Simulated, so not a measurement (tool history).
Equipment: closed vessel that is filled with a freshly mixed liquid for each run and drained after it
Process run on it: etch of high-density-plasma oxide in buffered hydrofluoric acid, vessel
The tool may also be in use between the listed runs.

run	hour	temperature setpoint of the liquid (C)	parts of 40 % ammonium fluoride to one part of 49 % hydrofluoric acid (parts by volume)	time in the liquid (s)	thickness taken off the high-density-plasma oxide on a monitor wafer (angstrom)
1	0.0	25.0	19.5	30	215.44
2	6.3	25.0	23.0	30	190.02
3	7.3	24.5	23.0	30	185.73
4	12.8	24.5	23.0	30	184.21
5	19.2	24.0	23.0	30	181.34
6	21.7	23.5	23.0	30	175.11
7	28.0	23.0	23.0	30	171.41

What does the tool deliver on the next run?
8	34.5	22.5	23.0	30	?

Logged for run 8: thickness taken off the high-density-plasma oxide on a monitor wafer (angstrom) 165.42.
